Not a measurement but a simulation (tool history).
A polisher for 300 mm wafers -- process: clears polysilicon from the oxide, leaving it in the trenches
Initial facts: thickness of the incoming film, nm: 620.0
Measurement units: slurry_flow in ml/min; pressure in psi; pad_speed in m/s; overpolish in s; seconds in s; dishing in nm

Run 1, hour 0.0: slurry_flow 215 ml/min, pressure 3.3 psi, pad_speed 1.10 m/s, overpolish 14 s. Result: seconds 27.299 s, dishing 76.741 nm.
Run 2, hour 8.2: slurry_flow 215 ml/min, pressure 3.0 psi, pad_speed 1.08 m/s, overpolish 12 s. Result: seconds 29.494 s, dishing 72.823 nm.
Run 3, hour 14.0: slurry_flow 220 ml/min, pressure 2.7 psi, pad_speed 1.04 m/s, overpolish 11 s. Result: seconds 34.281 s, dishing 70.214 nm.
Run 4, hour 20.4: slurry_flow 220 ml/min, pressure 3.4 psi, pad_speed 1.04 m/s, overpolish 11 s. Result: seconds 27.000 s, dishing 75.849 nm.
Run 5, hour 27.6: slurry_flow 205 ml/min, pressure 3.1 psi, pad_speed 1.04 m/s, overpolish 10 s. Result: seconds 30.250 s, dishing 68.607 nm.
Run 6, hour 33.8: slurry_flow 205 ml/min, pressure 3.1 psi, pad_speed 1.26 m/s, overpolish 10 s. Result: seconds 25.740 s, dishing 75.047 nm.
Run 7, hour 36.9: slurry_flow 190 ml/min, pressure 3.0 psi, pad_speed 1.12 m/s, overpolish 9 s. Result: seconds 29.265 s, dishing 70.312 nm.
Run 8, hour 45.0: slurry_flow 180 ml/min, pressure 2.9 psi, pad_speed 1.02 m/s, overpolish 8 s. Result: seconds 31.706 s, dishing 62.202 nm.
Run 9, hour 49.6: slurry_flow 170 ml/min, pressure 2.7 psi, pad_speed 1.00 m/s, overpolish 7 s. Result: seconds 35.951 s, dishing 59.444 nm.
Run 10, hour 51.7: slurry_flow 130 ml/min, pressure 1.7 psi, pad_speed 1.16 m/s, overpolish 4 s. Result: seconds 50.433 s, dishing 34.311 nm.
Run 11, hour 55.9: slurry_flow 140 ml/min, pressure 1.7 psi, pad_speed 1.14 m/s, overpolish 5 s. Result: seconds 51.877 s, dishing 39.804 nm.
Run 12, hour 60.0: slurry_flow 145 ml/min, pressure 1.7 psi, pad_speed 1.14 m/s, overpolish 5 s. Result: seconds 51.320 s, dishing 41.090 nm.
Run 13, hour 61.5: slurry_flow 150 ml/min, pressure 1.7 psi, pad_speed 1.14 m/s, overpolish 5 s. Result: seconds 50.232 s, dishing 39.877 nm.
Run 14, hour 70.4: slurry_flow 155 ml/min, pressure 1.7 psi, pad_speed 1.14 m/s, overpolish 5 s. Result: seconds 51.332 s, dishing 40.211 nm.
Run 15, hour 77.5: slurry_flow 160 ml/min, pressure 1.7 psi, pad_speed 1.14 m/s, overpolish 5 s. Result: seconds 50.828 s, dishing 39.268 nm.
Run 16, hour 86.0: slurry_flow 160 ml/min, pressure 1.7 psi, pad_speed 1.12 m/s, overpolish 5 s. Result: seconds 51.815 s, dishing 39.304 nm.
Run 17, hour 92.7: slurry_flow 160 ml/min, pressure 1.7 psi, pad_speed 1.12 m/s, overpolish 5 s. Result: seconds 51.355 s, dishing 39.318 nm.
Run 18, hour 98.3: slurry_flow 160 ml/min, pressure 1.7 psi, pad_speed 1.12 m/s, overpolish 11 s. Result: seconds 52.785 s, dishing 61.139 nm.

Run 19 comes next. What will it give?
Run 19, hour 107.2: slurry_flow 160 ml/min, pressure 1.7 psi, pad_speed 1.12 m/s, overpolish 11 s. Result: seconds ?, dishing ?.

{"run 19": {"seconds": 51.438, "dishing": 62.745}}
